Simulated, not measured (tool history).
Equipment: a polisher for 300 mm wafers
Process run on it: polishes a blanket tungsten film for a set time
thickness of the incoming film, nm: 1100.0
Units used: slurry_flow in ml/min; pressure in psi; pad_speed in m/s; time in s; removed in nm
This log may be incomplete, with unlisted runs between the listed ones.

run 1 hour=0.0 | slurry_flow=155 pressure=4.3 pad_speed=0.84 slurry_solids=1.00 time=60 | removed=269.19
run 2 hour=7.4 | slurry_flow=155 pressure=4.3 pad_speed=0.66 slurry_solids=1.00 time=60 | removed=229.15
run 3 hour=15.1 | slurry_flow=160 pressure=4.6 pad_speed=0.66 slurry_solids=1.00 time=60 | removed=236.37
run 4 hour=16.7 | slurry_flow=160 pressure=4.6 pad_speed=0.66 slurry_solids=1.00 time=63 | removed=252.19
run 5 hour=18.5 | slurry_flow=160 pressure=4.6 pad_speed=0.66 slurry_solids=0.85 time=63 | removed=239.17
run 6 hour=24.0 | slurry_flow=160 pressure=5.0 pad_speed=0.66 slurry_solids=0.85 time=63 | removed=252.99
run 7 hour=28.9 | slurry_flow=160 pressure=5.3 pad_speed=0.68 slurry_solids=0.85 time=63 | removed=271.58
run 8 hour=34.0 | slurry_flow=160 pressure=5.5 pad_speed=0.70 slurry_solids=0.85 time=63 | removed=292.59
run 9 hour=37.3 | slurry_flow=160 pressure=5.7 pad_speed=0.70 slurry_solids=0.85 time=63 | removed=286.77
run 10 hour=45.5 | slurry_flow=165 pressure=5.9 pad_speed=0.72 slurry_solids=0.85 time=63 | removed=304.24

Run 11, settings as shown, results not yet in. Your forecast:
run 11 hour=49.4 | slurry_flow=165 pressure=6.0 pad_speed=0.74 slurry_solids=0.85 time=63 | removed=?

removed: 316.63 nm

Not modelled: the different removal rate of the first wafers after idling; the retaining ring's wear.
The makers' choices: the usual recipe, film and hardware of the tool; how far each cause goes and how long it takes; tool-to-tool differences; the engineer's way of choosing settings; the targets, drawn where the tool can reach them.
